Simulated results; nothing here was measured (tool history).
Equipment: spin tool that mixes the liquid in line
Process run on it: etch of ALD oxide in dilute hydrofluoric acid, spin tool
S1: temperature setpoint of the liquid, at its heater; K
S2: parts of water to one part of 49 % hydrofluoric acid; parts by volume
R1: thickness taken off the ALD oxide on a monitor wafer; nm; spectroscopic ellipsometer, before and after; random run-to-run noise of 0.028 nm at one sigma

run 1 hour=0 | S1=294.15 S2=155 time_under_the_liquid_(s)=70 | R1=5.5182
run 2 hour=6.8 | S1=297.15 S2=155 time_under_the_liquid_(s)=70 | R1=6.257
run 3 hour=8.8 | S1=296.65 S2=155 time_under_the_liquid_(s)=70 | R1=6.0734
run 4 hour=17 | S1=296.65 S2=155 time_under_the_liquid_(s)=70 | R1=6.1419
run 5 hour=19.1 | S1=294.15 S2=155 time_under_the_liquid_(s)=70 | R1=5.5589
run 6 hour=22.3 | S1=294.15 S2=155 time_under_the_liquid_(s)=70 | R1=5.5689
run 7 hour=25.3 | S1=293.65 S2=155 time_under_the_liquid_(s)=70 | R1=5.5018
run 8 hour=32.1 | S1=293.15 S2=155 time_under_the_liquid_(s)=70 | R1=5.3974

Run 9 has not been measured yet. What should we expect?
run 9 hour=40.5 | S1=292.65 S2=155 time_under_the_liquid_(s)=70 | R1=?

Run 9 yielded R1 5.3355 nm.
